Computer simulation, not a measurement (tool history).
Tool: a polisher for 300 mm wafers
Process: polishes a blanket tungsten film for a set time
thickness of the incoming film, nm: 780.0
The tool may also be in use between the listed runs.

| run | hour | flow of slurry (ml/min) | pressure of the wafer on the pad (psi) | speed of the pad under the wafer (cm/s) | abrasive content of the slurry | polishing time (s) | film removed (angstrom) |
|---|---|---|---|---|---|---|---|
| 1 | 0 | 165 | 3.8 | 128 | 1 | 45 | 2744.8 |
| 2 | 5.8 | 165 | 3.8 | 128 | 1 | 47 | 2836.4 |
| 3 | 13.7 | 150 | 3.8 | 128 | 1 | 47 | 2730.3 |
| 4 | 21.4 | 120 | 3.8 | 128 | 1 | 47 | 2650 |
| 5 | 25.4 | 115 | 3.2 | 110 | 1 | 47 | 1908.8 |
| 6 | 29.8 | 110 | 2.7 | 100 | 1 | 47 | 1451.4 |

Forecast run 7:
| 7 | 37.8 | 110 | 2.4 | 96 | 1 | 47 | ? |

Run 7 gave film removed (angstrom) 1250.6.

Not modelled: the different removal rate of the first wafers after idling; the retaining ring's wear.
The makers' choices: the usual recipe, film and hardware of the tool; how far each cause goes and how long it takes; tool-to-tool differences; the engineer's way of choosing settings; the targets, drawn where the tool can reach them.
